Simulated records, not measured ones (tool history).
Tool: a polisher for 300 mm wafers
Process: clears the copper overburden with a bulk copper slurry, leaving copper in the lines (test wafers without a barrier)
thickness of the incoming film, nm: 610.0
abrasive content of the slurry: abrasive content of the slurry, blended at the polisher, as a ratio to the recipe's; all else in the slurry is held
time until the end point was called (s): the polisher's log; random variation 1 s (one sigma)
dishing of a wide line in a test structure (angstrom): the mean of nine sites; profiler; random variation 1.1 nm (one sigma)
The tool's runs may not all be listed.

| run | day | flow of slurry (ml/min) | pressure of the wafer on the pad (psi) | speed of the pad under the wafer (m/s) | abrasive content of the slurry | overpolish time after the end point (s) | time until the end point was called (s) | dishing of a wide line in a test structure (angstrom) |
|---|---|---|---|---|---|---|---|---|
| 1 | 0 | 135 | 2.3 | 0.88 | 1 | 29 | 81.486 | 760.41 |
| 2 | 0.204 | 135 | 2.3 | 0.88 | 1.15 | 29 | 80.91 | 781.88 |
| 3 | 0.458 | 110 | 2.3 | 0.88 | 1.15 | 29 | 83.725 | 737.31 |
| 4 | 0.817 | 110 | 2.2 | 0.88 | 1.15 | 30 | 87.59 | 740.91 |
| 5 | 1.042 | 110 | 2.2 | 0.88 | 1.15 | 20 | 88.168 | 650.52 |
| 6 | 1.408 | 110 | 2.1 | 0.88 | 1.15 | 22 | 88.776 | 654.55 |
| 7 | 1.725 | 110 | 2 | 0.88 | 1.15 | 24 | 92.059 | 646.76 |
| 8 | 2.033 | 110 | 1.9 | 0.88 | 1.15 | 27 | 97.541 | 694.14 |

The next listed run, before its measurement:
| 9 | 2.258 | 110 | 1.9 | 0.88 | 1.15 | 28 | ? | ? |

time until the end point was called (s): 96.647
dishing of a wide line in a test structure (angstrom): 701.32
